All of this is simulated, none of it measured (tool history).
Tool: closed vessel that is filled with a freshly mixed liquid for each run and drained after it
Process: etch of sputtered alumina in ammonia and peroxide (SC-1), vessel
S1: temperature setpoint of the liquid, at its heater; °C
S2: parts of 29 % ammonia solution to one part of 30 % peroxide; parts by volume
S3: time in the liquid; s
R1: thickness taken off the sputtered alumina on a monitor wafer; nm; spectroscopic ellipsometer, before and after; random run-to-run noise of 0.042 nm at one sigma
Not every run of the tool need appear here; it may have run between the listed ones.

| run | hour | S1 | S2 | S3 | R1 |
|---|---|---|---|---|---|
| 1 | 0 | 57 | 0.75 | 120 | 7.7698 |
| 2 | 3.8 | 50.5 | 0.75 | 120 | 5.6008 |
| 3 | 7 | 49 | 0.75 | 120 | 5.2321 |
| 4 | 15.7 | 48 | 0.75 | 120 | 4.8853 |
| 5 | 24.5 | 47.5 | 0.75 | 120 | 4.7084 |
| 6 | 27.5 | 50 | 0.75 | 120 | 5.4435 |

Run 7 has not been measured yet. What should we expect?
| 7 | 28.4 | 49 | 0.75 | 120 | ? |

R1: 5.1787 nm
